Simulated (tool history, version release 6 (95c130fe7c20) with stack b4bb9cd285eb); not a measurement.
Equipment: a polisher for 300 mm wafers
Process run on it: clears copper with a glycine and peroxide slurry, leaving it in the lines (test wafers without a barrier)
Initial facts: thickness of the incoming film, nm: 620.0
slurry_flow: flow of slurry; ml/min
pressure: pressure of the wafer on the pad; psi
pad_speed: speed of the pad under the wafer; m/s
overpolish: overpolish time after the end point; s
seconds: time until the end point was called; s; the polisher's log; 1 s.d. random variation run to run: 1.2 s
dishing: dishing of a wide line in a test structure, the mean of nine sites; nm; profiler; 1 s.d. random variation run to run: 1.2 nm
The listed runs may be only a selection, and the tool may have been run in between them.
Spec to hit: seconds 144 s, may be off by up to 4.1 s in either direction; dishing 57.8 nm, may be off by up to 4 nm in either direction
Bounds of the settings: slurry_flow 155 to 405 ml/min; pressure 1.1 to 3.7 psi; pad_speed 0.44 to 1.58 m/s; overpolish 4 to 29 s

run 1 hour=0 | slurry_flow=260 pressure=2.4 pad_speed=1 overpolish=15 | seconds=163.29 dishing=39.282
run 2 hour=5.6 | slurry_flow=260 pressure=2.5 pad_speed=1 overpolish=16 | seconds=156.48 dishing=42.973
run 3 hour=6.7 | slurry_flow=260 pressure=2.6 pad_speed=1 overpolish=17 | seconds=151.6 dishing=47.819
run 4 hour=14.3 | slurry_flow=265 pressure=2.6 pad_speed=1 overpolish=18 | seconds=151.32 dishing=45.989
run 5 hour=16.3 | slurry_flow=255 pressure=2.6 pad_speed=1 overpolish=20 | seconds=152.36 dishing=53.876
run 6 hour=25 | slurry_flow=255 pressure=3.1 pad_speed=1 overpolish=20 | seconds=130.67 dishing=57.777
run 7 hour=29.7 | slurry_flow=250 pressure=3 pad_speed=1 overpolish=20 | seconds=136.8 dishing=57.342
run 8 hour=37.6 | slurry_flow=240 pressure=3 pad_speed=1 overpolish=20 | seconds=138.98 dishing=59.61

Which of these 5 next moves meets every target?
run A hour=45.5 | slurry_flow=230 pressure=3 pad_speed=1.02 overpolish=20 | seconds=? dishing=?
run B hour=45.5 | slurry_flow=295 pressure=3.1 pad_speed=0.98 overpolish=19 | seconds=? dishing=?
run C hour=45.5 | slurry_flow=235 pressure=2.4 pad_speed=1.26 overpolish=21 | seconds=? dishing=?
run D hour=45.5 | slurry_flow=205 pressure=3.1 pad_speed=0.94 overpolish=27 | seconds=? dishing=?
run E hour=45.5 | slurry_flow=230 pressure=3 pad_speed=0.94 overpolish=21 | seconds=? dishing=?

move=A seconds=136.57 dishing=57.862
move=B seconds=132.97 dishing=56.876
move=C seconds=137.5 dishing=58.693
move=D seconds=144.86 dishing=70.2
move=E seconds=146.18 dishing=57.101
A: further off than the last run
B: further off than the last run
C: further off than the last run
D: puts the biggest miss on target and leaves a different result outside tolerance
E: in spec on every target
So the answer is move E, the one that meets all the targets.
